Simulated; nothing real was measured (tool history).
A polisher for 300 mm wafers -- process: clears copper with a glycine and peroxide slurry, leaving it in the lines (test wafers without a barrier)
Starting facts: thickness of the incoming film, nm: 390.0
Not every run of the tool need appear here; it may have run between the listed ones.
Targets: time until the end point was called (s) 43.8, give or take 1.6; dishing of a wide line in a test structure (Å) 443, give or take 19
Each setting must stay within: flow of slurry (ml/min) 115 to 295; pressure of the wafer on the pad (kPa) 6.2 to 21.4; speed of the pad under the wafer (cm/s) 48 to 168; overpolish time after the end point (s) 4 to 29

run  hour  flow of slurry (ml/min)  pressure of the wafer on the pad (kPa)  speed of the pad under the wafer (cm/s)  overpolish time after the end point (s)  time until the end point was called (s)  dishing of a wide line in a test structure (Å)
  1     0                      190                                    13.8                                      108                                       15                                   77.277                                          530.12
  2   7.6                      190                                    13.8                                      124                                       15                                   70.382                                          567.58
  3  11.3                      160                                    13.8                                      124                                       15                                   73.709                                          553.35
  4  13.2                      160                                    13.8                                      124                                        9                                   73.076                                          349.18
  5  18.6                      160                                    13.8                                      114                                        9                                   76.619                                          338.86
  6  19.4                      160                                    13.8                                      130                                        9                                   70.362                                          369.97
  7    23                      180                                    15.2                                      130                                        8                                   63.816                                           362.6
  8  24.5                      215                                    19.3                                      132                                        7                                   51.066                                          387.01
  9  27.5                      215                                      20                                      134                                        7                                   48.322                                          408.67
 10  33.6                      220                                    20.7                                      136                                        7                                   46.248                                          429.12

Pick the move, out of 5, that brings all results within their allowed miss; only one does.
  A  39.7                      225                                    17.2                                      148                                        8                                        ?                                               ?
  B  39.7                      250                                    19.3                                      136                                        8                                        ?                                               ?
  C  39.7                      230                                      20                                      120                                        8                                        ?                                               ?
  D  39.7                      205                                    21.4                                      148                                        6                                        ?                                               ?
  E  39.7                      270                                    20.7                                      142                                        7                                        ?                                               ?

move  time until the end point was called (s)  dishing of a wide line in a test structure (Å)
   A                                   51.027                                          429.96
   B                                   48.713                                          450.37
   C                                   52.251                                          424.45
   D                                   42.786                                          392.34
   E                                   44.069                                          438.21
A: misses by more than the last run did
B: misses by more than the last run did
C: misses by more than the last run did
D: the worst result of the last run now meets its target, but another is out of spec
E: all results land within tolerance of their targets
So the answer is move E, the one that meets all the targets.
